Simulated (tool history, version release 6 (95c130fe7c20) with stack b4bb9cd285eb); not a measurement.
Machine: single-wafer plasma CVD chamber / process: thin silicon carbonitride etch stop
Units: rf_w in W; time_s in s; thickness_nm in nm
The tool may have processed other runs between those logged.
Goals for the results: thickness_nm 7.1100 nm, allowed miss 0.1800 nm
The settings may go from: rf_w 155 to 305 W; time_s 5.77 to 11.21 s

Run 1, hour 0.0: rf_w 230 W, time_s 8.49 s. Result: thickness_nm 5.3949 nm.
Run 2, hour 2.6: rf_w 240 W, time_s 8.89 s. Result: thickness_nm 5.7194 nm.
Run 3, hour 11.1: rf_w 240 W, time_s 8.38 s. Result: thickness_nm 5.3795 nm.
Run 4, hour 17.3: rf_w 240 W, time_s 8.96 s. Result: thickness_nm 5.7906 nm.
Run 5, hour 25.1: rf_w 240 W, time_s 9.64 s. Result: thickness_nm 6.1904 nm.
At hour 32.3: thermocouple changed; heater temperature recalibrated.
Run 6, hour 32.3: rf_w 260 W, time_s 9.64 s. Result: thickness_nm 6.3815 nm.
Run 7, hour 39.3: rf_w 265 W, time_s 9.79 s. Result: thickness_nm 6.4814 nm.
Run 8, hour 47.9: rf_w 270 W, time_s 9.94 s. Result: thickness_nm 6.6526 nm.

Exactly one of the 5 candidate moves below puts every result within its allowed miss. Which one?
Run A, hour 56.5: rf_w 270 W, time_s 10.57 s. Result: thickness_nm ?.
Run B, hour 56.5: rf_w 275 W, time_s 10.06 s. Result: thickness_nm ?.
Run C, hour 56.5: rf_w 240 W, time_s 10.25 s. Result: thickness_nm ?.
Run D, hour 56.5: rf_w 280 W, time_s 9.80 s. Result: thickness_nm ?.
Run E, hour 56.5: rf_w 285 W, time_s 11.02 s. Result: thickness_nm ?.

move  thickness_nm
   A        7.0530
   B        6.7509
   C        6.5942
   D        6.6132
   E        7.4773
A: meets every target
B: better than the last run, though not everything is in spec
C: further off than the last run
D: further off than the last run
E: the result that was furthest off in the last run now lies on the other side of its target
The move that meets every target is A.

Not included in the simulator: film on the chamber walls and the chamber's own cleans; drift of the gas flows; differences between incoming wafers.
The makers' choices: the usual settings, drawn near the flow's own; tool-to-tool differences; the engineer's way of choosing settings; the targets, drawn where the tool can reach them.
